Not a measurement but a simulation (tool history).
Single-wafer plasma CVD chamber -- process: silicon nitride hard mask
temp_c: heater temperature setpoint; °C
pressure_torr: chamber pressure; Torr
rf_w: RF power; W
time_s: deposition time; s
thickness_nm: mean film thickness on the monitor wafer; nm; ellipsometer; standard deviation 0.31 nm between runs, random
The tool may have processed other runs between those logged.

run,day,temp_c,pressure_torr,rf_w,time_s,thickness_nm
1,0,400,1.77,310,63.9,82.827
2,0.292,400,1.77,280,63.9,79.07
3,0.625,400,1.77,310,63.9,82.667
4,0.704,400,1.77,310,65.9,85.276
5,0.908,392,1.77,310,65.9,86.125
6,1.112,392,1.89,310,65.9,86.542
7,1.179,392,1.84,300,65.8,85.016
8,1.246,392,1.78,290,65.7,81.867
9,1.308,392,1.71,285,65.7,81.476
10,1.608,392,1.67,280,65.6,80.126
# day 1.958: thermocouple changed; heater temperature recalibrated
11,1.958,392,1.62,275,65.6,78.384
12,2.138,392,1.57,275,65.6,77.874
13,2.275,392,1.57,275,65.6,78.124
14,2.342,392,1.53,270,65.6,76.164

The next listed run, before its measurement:
15,2.692,392,1.49,270,65.6,?

Run 15 gave thickness_nm 76.524 nm.
